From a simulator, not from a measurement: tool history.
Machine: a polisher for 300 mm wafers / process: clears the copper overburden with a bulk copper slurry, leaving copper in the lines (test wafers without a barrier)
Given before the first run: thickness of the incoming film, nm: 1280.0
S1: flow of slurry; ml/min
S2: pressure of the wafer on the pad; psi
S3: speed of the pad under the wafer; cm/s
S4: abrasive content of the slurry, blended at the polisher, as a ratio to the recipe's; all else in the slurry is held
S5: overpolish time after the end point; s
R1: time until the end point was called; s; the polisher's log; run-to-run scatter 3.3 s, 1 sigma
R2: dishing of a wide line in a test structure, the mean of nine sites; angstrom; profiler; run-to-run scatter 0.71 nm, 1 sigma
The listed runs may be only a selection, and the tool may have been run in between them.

run 1 hour=0.0 | S1=200 S2=3.3 S3=94 S4=1.00 S5=27 | R1=127.60 R2=400.85
run 2 hour=7.2 | S1=200 S2=3.3 S3=94 S4=0.85 S5=27 | R1=128.52 R2=390.94
run 3 hour=8.2 | S1=200 S2=3.3 S3=94 S4=0.85 S5=16 | R1=127.11 R2=402.17
run 4 hour=15.4 | S1=200 S2=3.3 S3=94 S4=0.85 S5=11 | R1=131.89 R2=367.91
run 5 hour=17.3 | S1=200 S2=4.2 S3=94 S4=0.85 S5=11 | R1=106.52 R2=400.31
run 6 hour=19.3 | S1=200 S2=4.2 S3=94 S4=0.65 S5=11 | R1=112.10 R2=377.90
run 7 hour=22.0 | S1=200 S2=3.8 S3=88 S4=0.75 S5=14 | R1=126.57 R2=386.76
run 8 hour=30.2 | S1=200 S2=3.5 S3=84 S4=0.80 S5=16 | R1=142.66 R2=383.04
run 9 hour=36.7 | S1=200 S2=3.3 S3=82 S4=0.85 S5=19 | R1=153.92 R2=394.51

What does the tool deliver on the next run?
run 10 hour=40.9 | S1=200 S2=3.2 S3=80 S4=0.85 S5=20 | R1=? R2=?

Run 10 measured R1 161.90 s, R2 388.68 angstrom.
